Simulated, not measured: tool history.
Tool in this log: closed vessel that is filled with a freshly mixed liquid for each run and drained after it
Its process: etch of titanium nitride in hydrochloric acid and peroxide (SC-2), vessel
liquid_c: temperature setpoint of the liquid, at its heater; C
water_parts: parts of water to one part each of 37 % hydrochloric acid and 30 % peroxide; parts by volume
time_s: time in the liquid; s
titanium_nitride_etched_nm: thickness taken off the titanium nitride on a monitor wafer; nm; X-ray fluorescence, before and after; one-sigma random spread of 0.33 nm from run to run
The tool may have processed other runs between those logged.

run 1 hour=0.0 | liquid_c=47.0 water_parts=11.5 time_s=1590 | titanium_nitride_etched_nm=19.262
run 2 hour=1.6 | liquid_c=44.0 water_parts=11.5 time_s=1590 | titanium_nitride_etched_nm=15.412
run 3 hour=10.6 | liquid_c=44.0 water_parts=11.5 time_s=1590 | titanium_nitride_etched_nm=15.574
run 4 hour=14.5 | liquid_c=41.0 water_parts=11.5 time_s=1590 | titanium_nitride_etched_nm=12.667
run 5 hour=23.2 | liquid_c=45.5 water_parts=11.5 time_s=1590 | titanium_nitride_etched_nm=17.171
run 6 hour=31.8 | liquid_c=45.5 water_parts=16.0 time_s=1590 | titanium_nitride_etched_nm=12.828
run 7 hour=33.7 | liquid_c=49.0 water_parts=15.5 time_s=1590 | titanium_nitride_etched_nm=16.899
run 8 hour=35.7 | liquid_c=52.0 water_parts=15.0 time_s=1590 | titanium_nitride_etched_nm=20.877
run 9 hour=39.8 | liquid_c=54.5 water_parts=14.0 time_s=1590 | titanium_nitride_etched_nm=26.381
run 10 hour=41.6 | liquid_c=56.5 water_parts=13.5 time_s=1590 | titanium_nitride_etched_nm=30.966
run 11 hour=49.4 | liquid_c=58.0 water_parts=13.0 time_s=1590 | titanium_nitride_etched_nm=35.099
run 12 hour=58.8 | liquid_c=59.0 water_parts=12.5 time_s=1590 | titanium_nitride_etched_nm=38.854
run 13 hour=66.3 | liquid_c=60.0 water_parts=12.5 time_s=1590 | titanium_nitride_etched_nm=41.452

Run 14 is up next; what results do you expect?
run 14 hour=72.0 | liquid_c=60.0 water_parts=12.5 time_s=1590 | titanium_nitride_etched_nm=?

Run 14 came out at titanium_nitride_etched_nm 41.598 nm.
